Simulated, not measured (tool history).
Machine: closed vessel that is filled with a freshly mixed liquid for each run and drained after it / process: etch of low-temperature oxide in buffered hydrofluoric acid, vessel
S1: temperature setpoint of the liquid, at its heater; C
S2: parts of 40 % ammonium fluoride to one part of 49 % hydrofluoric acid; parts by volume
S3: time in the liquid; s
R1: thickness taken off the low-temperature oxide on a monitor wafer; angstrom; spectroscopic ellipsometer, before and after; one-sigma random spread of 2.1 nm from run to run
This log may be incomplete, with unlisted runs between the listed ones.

{"run": 1, "hour": 0.0, "S1": 24, "S2": 21, "S3": 100, "R1": 3739.1}
{"run": 2, "hour": 1.2, "S1": 23.5, "S2": 21, "S3": 100, "R1": 3662.6}
{"run": 3, "hour": 3.9, "S1": 23.5, "S2": 21, "S3": 100, "R1": 3610.2}
{"run": 4, "hour": 8.7, "S1": 25.5, "S2": 21, "S3": 100, "R1": 4045.6}
{"run": 5, "hour": 12.5, "S1": 24, "S2": 21, "S3": 100, "R1": 3742}
{"run": 6, "hour": 20.7, "S1": 25.5, "S2": 21, "S3": 100, "R1": 4106}

Run 7, settings as shown, results not yet in. Your forecast:
{"run": 7, "hour": 27.8, "S1": 24.5, "S2": 21, "S3": 100, "R1": "?"}

Run 7 measured R1 3807.2 angstrom.
